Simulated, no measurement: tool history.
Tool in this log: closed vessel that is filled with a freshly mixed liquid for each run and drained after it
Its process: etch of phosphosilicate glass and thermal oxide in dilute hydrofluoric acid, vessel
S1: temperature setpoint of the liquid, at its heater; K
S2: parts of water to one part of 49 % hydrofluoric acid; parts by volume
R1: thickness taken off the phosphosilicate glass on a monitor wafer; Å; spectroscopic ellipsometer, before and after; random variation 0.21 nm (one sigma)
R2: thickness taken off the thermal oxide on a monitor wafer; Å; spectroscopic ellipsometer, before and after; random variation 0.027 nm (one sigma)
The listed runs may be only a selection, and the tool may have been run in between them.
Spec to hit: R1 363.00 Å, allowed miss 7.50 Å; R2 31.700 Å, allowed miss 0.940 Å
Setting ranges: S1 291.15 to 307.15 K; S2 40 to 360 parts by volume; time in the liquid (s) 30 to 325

Run 1, hour 0.0: S1 299.15 K, S2 200 parts by volume, time in the liquid (s) 165. Result: R1 507.17 Å, R2 43.942 Å.
Run 2, hour 5.2: S1 296.65 K, S2 205 parts by volume, time in the liquid (s) 165. Result: R1 444.76 Å, R2 39.506 Å.
Run 3, hour 7.6: S1 296.65 K, S2 205 parts by volume, time in the liquid (s) 230. Result: R1 625.00 Å, R2 54.345 Å.
Run 4, hour 9.0: S1 299.65 K, S2 205 parts by volume, time in the liquid (s) 230. Result: R1 702.48 Å, R2 60.626 Å.
Run 5, hour 14.2: S1 297.15 K, S2 205 parts by volume, time in the liquid (s) 230. Result: R1 638.65 Å, R2 55.146 Å.
Run 6, hour 17.2: S1 297.15 K, S2 160 parts by volume, time in the liquid (s) 230. Result: R1 865.28 Å, R2 75.378 Å.
Run 7, hour 21.1: S1 295.15 K, S2 190 parts by volume, time in the liquid (s) 230. Result: R1 647.84 Å, R2 56.220 Å.
Run 8, hour 25.9: S1 294.15 K, S2 210 parts by volume, time in the liquid (s) 230. Result: R1 562.26 Å, R2 48.701 Å.
Run 9, hour 34.8: S1 293.15 K, S2 225 parts by volume, time in the liquid (s) 230. Result: R1 495.21 Å, R2 42.727 Å.
At hour 41.1: thermometer replaced.
Run 10, hour 41.1: S1 292.65 K, S2 235 parts by volume, time in the liquid (s) 230. Result: R1 438.35 Å, R2 37.874 Å.
Run 11, hour 49.0: S1 292.65 K, S2 235 parts by volume, time in the liquid (s) 230. Result: R1 435.68 Å, R2 37.975 Å.
Run 12, hour 57.9: S1 292.15 K, S2 240 parts by volume, time in the liquid (s) 230. Result: R1 418.34 Å, R2 36.262 Å.

Which of these 4 next moves meets every target?
Run A, hour 66.8: S1 291.15 K, S2 245 parts by volume, time in the liquid (s) 210. Result: R1 ?, R2 ?.
Run B, hour 66.8: S1 291.15 K, S2 265 parts by volume, time in the liquid (s) 225. Result: R1 ?, R2 ?.
Run C, hour 66.8: S1 292.15 K, S2 195 parts by volume, time in the liquid (s) 205. Result: R1 ?, R2 ?.
Run D, hour 66.8: S1 292.65 K, S2 65 parts by volume, time in the liquid (s) 55. Result: R1 ?, R2 ?.

move      R1      R2
   A  357.17  31.214
   B  347.57  30.375
   C  477.06  41.692
   D  449.46  39.280
A: all results in spec
B: takes the result that was furthest off past its target
C: lands further from the targets than the last run did
D: lands further from the targets than the last run did
The move that meets every target is A.
